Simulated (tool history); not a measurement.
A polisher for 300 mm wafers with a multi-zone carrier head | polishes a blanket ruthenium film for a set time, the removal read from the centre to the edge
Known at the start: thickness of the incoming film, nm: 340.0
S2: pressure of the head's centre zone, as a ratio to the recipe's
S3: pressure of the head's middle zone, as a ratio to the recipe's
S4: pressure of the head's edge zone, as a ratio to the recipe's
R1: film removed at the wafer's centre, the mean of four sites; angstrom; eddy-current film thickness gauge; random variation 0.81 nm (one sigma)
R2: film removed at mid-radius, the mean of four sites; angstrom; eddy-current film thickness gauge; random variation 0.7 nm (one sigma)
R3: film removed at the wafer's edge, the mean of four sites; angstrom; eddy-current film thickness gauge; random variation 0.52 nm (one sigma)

Run 1, hour 0: flow of slurry (ml/min) 270, S2 1, S3 1, S4 1, polishing time (s) 44. Result: R1 462.56 angstrom, R2 457.74 angstrom, R3 452.87 angstrom.
Run 2, hour 6.3: flow of slurry (ml/min) 330, S2 1, S3 1, S4 1, polishing time (s) 44. Result: R1 472.32 angstrom, R2 457.68 angstrom, R3 457.64 angstrom.
Run 3, hour 8.5: flow of slurry (ml/min) 330, S2 1, S3 1.07, S4 1, polishing time (s) 44. Result: R1 471.52 angstrom, R2 486.94 angstrom, R3 461.84 angstrom.
Run 4, hour 9.7: flow of slurry (ml/min) 330, S2 1.03, S3 1.09, S4 1.01, polishing time (s) 45. Result: R1 491.86 angstrom, R2 511.38 angstrom, R3 469.86 angstrom.
Run 5, hour 12.3: flow of slurry (ml/min) 300, S2 1.03, S3 1.09, S4 1.01, polishing time (s) 45. Result: R1 483.82 angstrom, R2 507.15 angstrom, R3 479.47 angstrom.
Run 6, hour 16.8: flow of slurry (ml/min) 300, S2 1.03, S3 1.09, S4 1.01, polishing time (s) 38. Result: R1 416.99 angstrom, R2 416.58 angstrom, R3 397.16 angstrom.
Run 7, hour 19.1: flow of slurry (ml/min) 300, S2 1.03, S3 1.09, S4 1.01, polishing time (s) 38. Result: R1 413.54 angstrom, R2 421.14 angstrom, R3 393.62 angstrom.
Run 8, hour 27.4: flow of slurry (ml/min) 305, S2 1.06, S3 1.1, S4 1.02, polishing time (s) 41. Result: R1 453.99 angstrom, R2 466.22 angstrom, R3 423.68 angstrom.
Run 9, hour 33.2: flow of slurry (ml/min) 320, S2 1.16, S3 1.09, S4 1.12, polishing time (s) 49. Result: R1 606.23 angstrom, R2 541.19 angstrom, R3 541.59 angstrom.
Run 10, hour 38: flow of slurry (ml/min) 320, S2 1.16, S3 1.09, S4 1.12, polishing time (s) 49. Result: R1 614.52 angstrom, R2 545.18 angstrom, R3 543.42 angstrom.

Run 11 comes next. What will it give?
Run 11, hour 41.9: flow of slurry (ml/min) 320, S2 1.15, S3 1.1, S4 1.1, polishing time (s) 49. Result: R1 ?, R2 ?, R3 ?.

{"run 11": {"R1": 601.99, "R2": 555.74, "R3": 538.08}}

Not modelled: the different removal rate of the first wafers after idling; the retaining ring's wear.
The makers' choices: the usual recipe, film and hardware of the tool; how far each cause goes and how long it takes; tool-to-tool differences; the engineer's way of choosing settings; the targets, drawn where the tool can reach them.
